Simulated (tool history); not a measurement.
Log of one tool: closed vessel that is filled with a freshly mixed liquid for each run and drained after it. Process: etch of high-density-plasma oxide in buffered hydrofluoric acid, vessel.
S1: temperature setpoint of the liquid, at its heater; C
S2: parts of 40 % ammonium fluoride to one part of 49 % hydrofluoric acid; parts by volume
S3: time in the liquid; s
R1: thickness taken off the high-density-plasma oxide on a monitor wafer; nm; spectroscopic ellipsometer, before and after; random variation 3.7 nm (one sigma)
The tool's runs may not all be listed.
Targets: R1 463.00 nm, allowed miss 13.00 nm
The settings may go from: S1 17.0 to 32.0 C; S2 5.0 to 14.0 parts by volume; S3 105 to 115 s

run,hour,S1,S2,S3,R1
1,0.0,25.0,8.5,105,327.52
2,7.0,25.5,8.5,105,335.49
3,12.5,22.5,8.5,105,284.18
4,19.9,22.5,8.5,115,314.78
5,22.6,21.0,8.5,115,293.10
6,29.1,22.0,8.5,115,304.17
7,31.0,22.0,8.5,115,306.41
8,39.2,26.0,8.5,115,371.92
9,43.8,26.5,8.5,115,384.27
10,44.4,27.0,8.5,115,396.71
11,51.1,27.5,8.5,115,407.45
12,60.0,28.0,8.5,115,424.66
13,60.5,29.0,8.5,115,445.43

4 next moves are on the table. One of them brings every result within its allowed miss. Which?
A,61.0,32.0,10.5,110,?
B,61.0,28.5,8.5,115,?
C,61.0,29.5,8.5,105,?
D,61.0,30.0,8.5,115,?

move,R1
A,420.72
B,436.47
C,420.09
D,472.33
A: further off than the last run
B: further off than the last run
C: further off than the last run
D: meets every target
Move D is the one to make.
